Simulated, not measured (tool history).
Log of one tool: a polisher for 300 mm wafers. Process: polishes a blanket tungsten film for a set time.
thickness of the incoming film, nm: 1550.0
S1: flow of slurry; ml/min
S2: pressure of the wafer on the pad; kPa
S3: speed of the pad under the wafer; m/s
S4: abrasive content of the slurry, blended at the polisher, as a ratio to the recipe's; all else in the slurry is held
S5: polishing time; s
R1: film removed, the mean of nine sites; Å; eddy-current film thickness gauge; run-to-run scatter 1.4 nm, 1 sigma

{"run": 1, "hour": 0.0, "S1": 245, "S2": 31.7, "S3": 1.14, "S4": 1.0, "S5": 18, "R1": 981.66}
{"run": 2, "hour": 4.1, "S1": 245, "S2": 35.2, "S3": 1.14, "S4": 1.0, "S5": 18, "R1": 1080.7}
{"run": 3, "hour": 12.8, "S1": 245, "S2": 38.6, "S3": 1.14, "S4": 1.0, "S5": 18, "R1": 1190.3}
{"run": 4, "hour": 18.0, "S1": 305, "S2": 38.6, "S3": 1.14, "S4": 1.0, "S5": 18, "R1": 1183.3}
{"run": 5, "hour": 24.9, "S1": 305, "S2": 41.4, "S3": 1.14, "S4": 1.0, "S5": 18, "R1": 1254.5}
{"run": 6, "hour": 32.9, "S1": 305, "S2": 43.4, "S3": 1.14, "S4": 1.0, "S5": 18, "R1": 1330.6}
{"run": 7, "hour": 38.6, "S1": 305, "S2": 44.8, "S3": 1.14, "S4": 1.0, "S5": 18, "R1": 1352.2}
{"run": 8, "hour": 47.6, "S1": 305, "S2": 46.2, "S3": 1.16, "S4": 1.0, "S5": 18, "R1": 1426.4}

What does the tool deliver on the next run?
{"run": 9, "hour": 49.8, "S1": 305, "S2": 46.9, "S3": 1.16, "S4": 1.0, "S5": 18, "R1": "?"}

Run 9 came out at R1 1462.00 Å.

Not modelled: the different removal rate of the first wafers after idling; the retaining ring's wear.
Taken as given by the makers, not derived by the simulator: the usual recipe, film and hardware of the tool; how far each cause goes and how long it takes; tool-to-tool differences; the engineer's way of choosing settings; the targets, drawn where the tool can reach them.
